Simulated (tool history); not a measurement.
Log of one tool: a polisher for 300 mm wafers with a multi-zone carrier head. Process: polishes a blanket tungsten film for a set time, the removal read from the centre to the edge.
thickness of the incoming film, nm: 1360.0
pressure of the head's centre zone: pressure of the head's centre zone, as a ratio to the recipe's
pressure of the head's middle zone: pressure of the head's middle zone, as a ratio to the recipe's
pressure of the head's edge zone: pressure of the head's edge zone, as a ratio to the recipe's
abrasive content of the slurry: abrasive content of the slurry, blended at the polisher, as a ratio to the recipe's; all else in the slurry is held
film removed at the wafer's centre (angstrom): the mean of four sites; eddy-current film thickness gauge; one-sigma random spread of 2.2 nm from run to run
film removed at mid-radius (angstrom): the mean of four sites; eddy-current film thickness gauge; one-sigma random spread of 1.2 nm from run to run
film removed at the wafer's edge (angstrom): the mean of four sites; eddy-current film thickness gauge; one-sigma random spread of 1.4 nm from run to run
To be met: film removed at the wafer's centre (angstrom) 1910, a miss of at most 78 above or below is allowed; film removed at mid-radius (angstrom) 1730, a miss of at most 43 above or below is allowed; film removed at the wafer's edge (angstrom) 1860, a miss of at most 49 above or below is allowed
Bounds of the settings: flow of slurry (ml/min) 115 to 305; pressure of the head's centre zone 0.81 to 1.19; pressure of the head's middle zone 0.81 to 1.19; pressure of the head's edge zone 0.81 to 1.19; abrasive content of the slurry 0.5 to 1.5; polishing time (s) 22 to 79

run,hour,flow of slurry (ml/min),pressure of the head's centre zone,pressure of the head's middle zone,pressure of the head's edge zone,abrasive content of the slurry,polishing time (s),film removed at the wafer's centre (angstrom),film removed at mid-radius (angstrom),film removed at the wafer's edge (angstrom)
1,0,195,1,1,1,1,50,2069.7,2033.7,2000.5
2,4.3,185,1,0.97,0.99,1,50,2019.1,1949.3,1993.3
3,10.9,185,1,1.02,0.99,1,50,2031.9,2040.3,1994.2
4,15,185,1,1.06,0.99,1,50,2023.1,2139.6,1974.1
5,18.2,185,1,1.06,1.05,1,50,2021,2126.3,2054.4
6,19.4,185,1,1.14,1.05,1,50,2014.5,2209.2,2028.1
7,26.7,175,1.01,1.08,1.04,0.95,50,1995.4,2108.4,2024.4
8,27.5,150,1.07,0.98,0.94,0.7,49,1893.3,1751.2,1706.1
9,33.1,155,1.07,0.97,0.96,0.7,49,1904.9,1731.2,1717.5
10,39.8,160,1.06,0.97,0.98,0.7,49,1908.7,1752.1,1731.3
11,42.1,160,1.05,0.96,1.01,0.7,49,1888.3,1731.1,1797.2
12,45.3,160,1.05,0.96,1.02,0.7,49,1880.8,1720.3,1788.8
13,50.4,160,1.05,0.96,1.03,0.7,49,1915.4,1738.4,1776.4

4 candidate next runs follow, results not yet known. Just one meets every target within its allowed miss. Identify it.
A,55.5,230,1.15,1.07,1.06,0.85,42,?,?,?
B,55.5,150,1.03,0.93,1.03,0.7,51,?,?,?
C,55.5,180,1.18,1.04,1.01,0.7,46,?,?,?
D,55.5,160,1.19,1.05,1.04,0.5,49,?,?,?

move,film removed at the wafer's centre (angstrom),film removed at mid-radius (angstrom),film removed at the wafer's edge (angstrom)
A,1912.7,1735.6,1653
B,1887.9,1727.6,1832.7
C,1996.9,1731.7,1658.3
D,1955.1,1696.2,1640.7
A: the biggest miss grows against the last run
B: hits every target within its allowed miss
C: the biggest miss grows against the last run
D: the biggest miss grows against the last run
So the answer is move B, the one that meets all the targets.
